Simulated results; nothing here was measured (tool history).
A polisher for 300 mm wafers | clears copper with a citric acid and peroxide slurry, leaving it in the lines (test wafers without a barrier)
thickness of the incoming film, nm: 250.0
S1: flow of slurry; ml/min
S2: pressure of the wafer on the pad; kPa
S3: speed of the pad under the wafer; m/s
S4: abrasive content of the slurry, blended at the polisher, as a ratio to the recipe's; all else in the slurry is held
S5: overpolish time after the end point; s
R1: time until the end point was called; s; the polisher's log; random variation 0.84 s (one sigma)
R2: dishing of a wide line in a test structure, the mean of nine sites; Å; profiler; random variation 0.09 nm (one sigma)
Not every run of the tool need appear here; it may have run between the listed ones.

run  hour   S1    S2    S3    S4  S5       R1      R2
  1   0.0  290  23.4  0.84  1.00   9  104.550  154.95
  2   5.3  290  23.4  0.86  1.00   8  102.610  140.00
  3  10.4  260  23.4  0.86  1.00   8  104.110  138.17
  4  11.5  260  29.0  0.86  1.00   8   84.695  169.40
  5  19.8  260  29.0  0.86  1.00   6   84.052  129.78
  6  24.4  260  29.0  0.86  1.15   6   81.951  131.76
  7  29.7  280  28.3  0.84  1.25   5   84.819  107.90
  8  36.8  315  28.3  0.82  1.30   5   84.902  109.56
  9  37.7  285  28.3  0.82  1.35   5   83.795  107.15
 10  42.2  260  28.3  0.82  1.40   5   85.846  108.94
 11  43.7  300  28.3  0.80  1.40   5   85.590  106.73
 12  52.7  335  28.3  0.78  1.40   5   88.841  104.33
 13  53.4  300  27.6  0.80  1.40   5   87.987  105.43

Forecast run 14:
 14  56.2  335  27.6  0.78  1.40   5   ?   ?

{"run 14": {"R1": 89.68, "R2": 101.92}}
